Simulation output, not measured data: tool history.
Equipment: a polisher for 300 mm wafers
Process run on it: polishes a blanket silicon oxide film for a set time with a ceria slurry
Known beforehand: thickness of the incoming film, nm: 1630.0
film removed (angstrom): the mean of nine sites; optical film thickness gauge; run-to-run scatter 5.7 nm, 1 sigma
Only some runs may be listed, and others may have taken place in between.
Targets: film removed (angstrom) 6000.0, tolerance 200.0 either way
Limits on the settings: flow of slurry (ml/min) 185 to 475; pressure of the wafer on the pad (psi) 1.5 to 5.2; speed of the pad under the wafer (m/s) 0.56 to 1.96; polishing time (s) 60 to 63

run	hour	flow of slurry (ml/min)	pressure of the wafer on the pad (psi)	speed of the pad under the wafer (m/s)	polishing time (s)	film removed (angstrom)
1	0.0	305	3.3	1.26	60	3868.2
2	0.8	305	3.6	1.26	60	4243.4
3	4.5	245	3.6	1.26	60	4033.6
4	5.5	275	3.6	1.26	60	4168.6
5	9.4	275	3.6	1.02	60	3425.0
6	16.4	320	3.6	1.02	60	3505.3
7	24.7	320	3.6	1.02	60	3533.7
8	32.4	330	3.9	1.02	60	3809.4
# hour 35.2: slurry nozzle cleaned
9	35.2	330	3.9	1.02	60	3894.4
10	39.2	340	4.1	1.02	60	4034.2
11	47.4	340	4.1	1.02	60	4129.2
12	51.3	345	4.3	1.02	60	4383.1
13	55.2	350	4.5	1.02	60	4417.7
14	59.4	355	4.6	1.06	60	4773.1
15	61.3	360	4.7	1.08	60	4958.7
16	69.7	365	4.8	1.10	60	5217.6
17	71.7	365	5.2	1.12	60	5658.5

Of the 5 settings listed for the next run, only one would bring every result within its allowed miss of target. Which one?
A	73.7	430	4.5	1.22	60	?
B	73.7	445	5.2	0.90	63	?
C	73.7	335	5.0	1.10	60	?
D	73.7	370	5.1	1.14	63	?
E	73.7	405	4.8	1.12	62	?

move	film removed (angstrom)
A	5402.2
B	4884.9
C	5315.6
D	5939.5
E	5451.4
A: further off than the last run
B: further off than the last run
C: further off than the last run
D: hits every target within its allowed miss
E: further off than the last run
D is the move that brings every result within its allowed miss.
